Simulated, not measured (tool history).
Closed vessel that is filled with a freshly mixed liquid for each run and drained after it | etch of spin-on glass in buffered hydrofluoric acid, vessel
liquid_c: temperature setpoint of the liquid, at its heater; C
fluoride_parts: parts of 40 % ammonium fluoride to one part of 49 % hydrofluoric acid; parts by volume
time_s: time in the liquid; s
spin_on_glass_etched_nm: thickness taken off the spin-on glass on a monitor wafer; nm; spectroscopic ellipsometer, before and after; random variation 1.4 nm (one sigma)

run 1 hour=0 | liquid_c=22 fluoride_parts=17.5 time_s=85 | spin_on_glass_etched_nm=142.28
run 2 hour=7 | liquid_c=24 fluoride_parts=16 time_s=85 | spin_on_glass_etched_nm=172.4
run 3 hour=15.1 | liquid_c=22 fluoride_parts=16 time_s=85 | spin_on_glass_etched_nm=155.95
run 4 hour=19.5 | liquid_c=22 fluoride_parts=19 time_s=85 | spin_on_glass_etched_nm=131.42
run 5 hour=27.4 | liquid_c=25.5 fluoride_parts=19 time_s=85 | spin_on_glass_etched_nm=159.17
run 6 hour=30.7 | liquid_c=26.5 fluoride_parts=17 time_s=85 | spin_on_glass_etched_nm=188.31
run 7 hour=37.1 | liquid_c=27.5 fluoride_parts=15.5 time_s=85 | spin_on_glass_etched_nm=214.86
run 8 hour=37.6 | liquid_c=28 fluoride_parts=14.5 time_s=85 | spin_on_glass_etched_nm=237.26
run 9 hour=39.3 | liquid_c=30 fluoride_parts=11 time_s=85 | spin_on_glass_etched_nm=344.61
run 10 hour=45.5 | liquid_c=29.5 fluoride_parts=11 time_s=85 | spin_on_glass_etched_nm=335.65
run 11 hour=53.1 | liquid_c=29.5 fluoride_parts=11 time_s=85 | spin_on_glass_etched_nm=336.26

The next listed run, before its measurement:
run 12 hour=55.2 | liquid_c=29 fluoride_parts=11 time_s=85 | spin_on_glass_etched_nm=?

spin_on_glass_etched_nm: 326.34 nm

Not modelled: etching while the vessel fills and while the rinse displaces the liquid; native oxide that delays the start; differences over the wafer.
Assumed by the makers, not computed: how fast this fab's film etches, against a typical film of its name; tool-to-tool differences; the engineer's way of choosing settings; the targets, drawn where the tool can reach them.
